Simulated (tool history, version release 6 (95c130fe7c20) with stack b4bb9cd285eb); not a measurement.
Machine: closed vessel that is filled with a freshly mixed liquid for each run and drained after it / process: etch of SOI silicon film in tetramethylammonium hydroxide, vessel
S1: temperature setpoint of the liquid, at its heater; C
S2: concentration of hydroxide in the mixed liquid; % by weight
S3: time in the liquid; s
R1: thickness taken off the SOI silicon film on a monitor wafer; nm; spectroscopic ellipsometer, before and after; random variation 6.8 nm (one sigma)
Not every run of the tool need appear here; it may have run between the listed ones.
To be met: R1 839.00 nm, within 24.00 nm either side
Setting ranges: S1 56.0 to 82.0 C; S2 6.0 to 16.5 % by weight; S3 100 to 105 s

run  hour    S1    S2   S3       R1
  1   0.0  69.0  11.0  100   673.01
  2   6.2  69.0   9.5  100   710.30
  3  13.7  69.5   9.5  100   729.94
  4  15.6  69.5   9.5  105   767.24
  5  22.6  74.5   9.5  105  1010.10
  6  24.7  74.0   9.5  105  1009.10
     32.9  -- hydroxide flow meter replaced
  7  32.9  73.5   9.5  105   988.06
  8  34.5  73.0   9.5  105   951.97
  9  43.0  72.5   9.5  105   926.76
 10  45.8  72.0   9.5  105   908.16

Next run, 4 choices. One meets every target within its allowed miss, the rest don't. Which?
  A  48.6  68.5  8.0  105   ?
  B  48.6  72.0  9.0  100   ?
  C  48.6  71.0  9.0  100   ?
  D  48.6  72.0  8.5  100   ?

move      R1
   A  788.99
   B  886.69
   C  836.56
   D  904.62
A: takes the result that was furthest off past its target
B: moves toward the targets from the last run without getting all of them in spec
C: all results in spec
D: moves toward the targets from the last run without getting all of them in spec
C meets every target.
